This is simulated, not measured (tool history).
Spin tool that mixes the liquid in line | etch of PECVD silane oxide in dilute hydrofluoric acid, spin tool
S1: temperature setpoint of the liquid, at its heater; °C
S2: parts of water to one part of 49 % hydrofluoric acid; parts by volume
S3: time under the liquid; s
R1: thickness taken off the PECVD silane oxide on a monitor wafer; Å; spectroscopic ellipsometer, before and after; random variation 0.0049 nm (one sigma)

run	day	S1	S2	S3	R1
1	0.000	22.0	235	20	27.987
2	0.308	21.5	245	20	26.245
3	0.546	21.5	185	20	36.685
4	0.838	21.5	185	20	36.584
5	1.175	21.0	205	20	31.730
6	1.333	23.0	205	20	34.319
7	1.604	22.0	220	20	30.348

The next listed run, before its measurement:
8	1.758	21.5	235	20	?

R1: 27.549 Å

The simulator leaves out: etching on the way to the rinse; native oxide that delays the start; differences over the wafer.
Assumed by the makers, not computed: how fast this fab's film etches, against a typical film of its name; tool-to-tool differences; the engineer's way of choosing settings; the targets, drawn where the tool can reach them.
